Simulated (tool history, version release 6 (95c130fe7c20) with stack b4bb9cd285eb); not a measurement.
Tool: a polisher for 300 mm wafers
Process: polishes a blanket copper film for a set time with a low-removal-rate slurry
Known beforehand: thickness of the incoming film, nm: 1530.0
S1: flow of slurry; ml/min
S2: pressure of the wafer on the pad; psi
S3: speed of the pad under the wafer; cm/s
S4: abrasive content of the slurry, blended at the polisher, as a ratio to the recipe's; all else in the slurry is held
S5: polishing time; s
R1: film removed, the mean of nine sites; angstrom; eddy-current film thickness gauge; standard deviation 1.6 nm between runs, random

Run 1, hour 0.0: S1 315 ml/min, S2 2.3 psi, S3 86 cm/s, S4 1.0, S5 114 s. Result: R1 2095.9 angstrom.
Run 2, hour 0.7: S1 315 ml/min, S2 2.1 psi, S3 86 cm/s, S4 1.0, S5 114 s. Result: R1 1960.9 angstrom.
Run 3, hour 5.4: S1 315 ml/min, S2 1.9 psi, S3 86 cm/s, S4 1.0, S5 114 s. Result: R1 1733.5 angstrom.
Run 4, hour 8.2: S1 240 ml/min, S2 1.9 psi, S3 86 cm/s, S4 1.0, S5 114 s. Result: R1 1695.0 angstrom.
Run 5, hour 17.0: S1 240 ml/min, S2 2.4 psi, S3 86 cm/s, S4 1.0, S5 114 s. Result: R1 2069.7 angstrom.
Run 6, hour 19.5: S1 240 ml/min, S2 2.4 psi, S3 86 cm/s, S4 0.8, S5 114 s. Result: R1 2004.0 angstrom.
Run 7, hour 22.6: S1 240 ml/min, S2 2.2 psi, S3 86 cm/s, S4 0.8, S5 114 s. Result: R1 1861.2 angstrom.

Run 8 has not been measured yet. What should we expect?
Run 8, hour 31.0: S1 240 ml/min, S2 2.0 psi, S3 86 cm/s, S4 0.8, S5 114 s. Result: R1 ?.

Run 8 produced R1 1703.7 angstrom.
